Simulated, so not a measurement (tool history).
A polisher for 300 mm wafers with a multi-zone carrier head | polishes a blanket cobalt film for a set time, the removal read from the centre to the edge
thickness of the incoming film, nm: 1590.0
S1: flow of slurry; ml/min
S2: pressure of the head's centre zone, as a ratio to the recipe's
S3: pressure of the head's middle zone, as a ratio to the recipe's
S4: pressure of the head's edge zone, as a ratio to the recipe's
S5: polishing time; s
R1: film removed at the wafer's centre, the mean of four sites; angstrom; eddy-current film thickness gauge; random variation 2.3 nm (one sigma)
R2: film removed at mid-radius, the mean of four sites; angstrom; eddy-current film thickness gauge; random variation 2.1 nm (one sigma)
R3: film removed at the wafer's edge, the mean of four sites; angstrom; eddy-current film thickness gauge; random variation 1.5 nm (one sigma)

run 1 day=0.000 | S1=280 S2=1.00 S3=1.00 S4=1.00 S5=44 | R1=2045.9 R2=1841.6 R3=1844.5
run 2 day=0.150 | S1=280 S2=1.00 S3=1.00 S4=1.07 S5=44 | R1=2016.8 R2=1817.2 R3=1904.3
run 3 day=0.383 | S1=280 S2=1.00 S3=1.01 S4=1.04 S5=43 | R1=1979.8 R2=1786.9 R3=1797.1
run 4 day=0.462 | S1=280 S2=1.00 S3=1.01 S4=1.04 S5=53 | R1=2449.9 R2=2230.1 R3=2252.5
run 5 day=0.512 | S1=280 S2=1.00 S3=1.01 S4=1.04 S5=49 | R1=2281.8 R2=2010.1 R3=2092.5
run 6 day=0.842 | S1=280 S2=1.00 S3=1.01 S4=1.07 S5=49 | R1=2275.8 R2=2068.4 R3=2141.4

The next listed run, before its measurement:
run 7 day=0.967 | S1=295 S2=0.97 S3=1.11 S4=0.97 S5=37 | R1=? R2=? R3=?

{"run 7": {"R1": 1652.4, "R2": 1681.2, "R3": 1555.0}}

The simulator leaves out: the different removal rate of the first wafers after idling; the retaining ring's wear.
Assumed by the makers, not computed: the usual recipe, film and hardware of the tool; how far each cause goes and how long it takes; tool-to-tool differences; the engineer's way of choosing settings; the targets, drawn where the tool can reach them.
